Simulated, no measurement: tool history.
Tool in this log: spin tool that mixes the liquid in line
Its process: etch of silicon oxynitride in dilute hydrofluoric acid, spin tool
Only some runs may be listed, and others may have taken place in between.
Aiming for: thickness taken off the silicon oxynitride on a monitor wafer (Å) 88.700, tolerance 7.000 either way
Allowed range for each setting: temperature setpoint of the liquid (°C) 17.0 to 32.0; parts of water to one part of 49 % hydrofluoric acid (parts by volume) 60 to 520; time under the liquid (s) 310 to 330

run,hour,temperature setpoint of the liquid (°C),parts of water to one part of 49 % hydrofluoric acid (parts by volume),time under the liquid (s),thickness taken off the silicon oxynitride on a monitor wafer (Å)
1,0.0,24.0,290,310,24.435
2,2.2,24.0,200,310,38.365
3,3.9,27.0,200,310,42.879
4,4.4,27.0,165,310,54.901
5,12.5,28.0,150,310,63.030
6,16.5,29.0,140,310,72.352
7,20.7,29.5,140,310,74.399
8,26.8,30.0,140,310,74.480
9,27.4,30.5,135,310,80.434
10,35.8,31.0,135,310,80.211

Pick the move, out of 5, that brings all results within their allowed miss; only one does.
A,44.2,31.5,160,310,?
B,44.2,31.0,125,320,?
C,44.2,29.0,105,330,?
D,44.2,30.0,155,325,?
E,44.2,32.0,175,330,?

move,thickness taken off the silicon oxynitride on a monitor wafer (Å)
A,67.335
B,90.476
C,103.960
D,68.752
E,65.850
A: misses by more than the last run did
B: each result inside its tolerance
C: moves the result that the last run missed by most past its target, out the other side
D: misses by more than the last run did
E: misses by more than the last run did
The move that meets every target is B.

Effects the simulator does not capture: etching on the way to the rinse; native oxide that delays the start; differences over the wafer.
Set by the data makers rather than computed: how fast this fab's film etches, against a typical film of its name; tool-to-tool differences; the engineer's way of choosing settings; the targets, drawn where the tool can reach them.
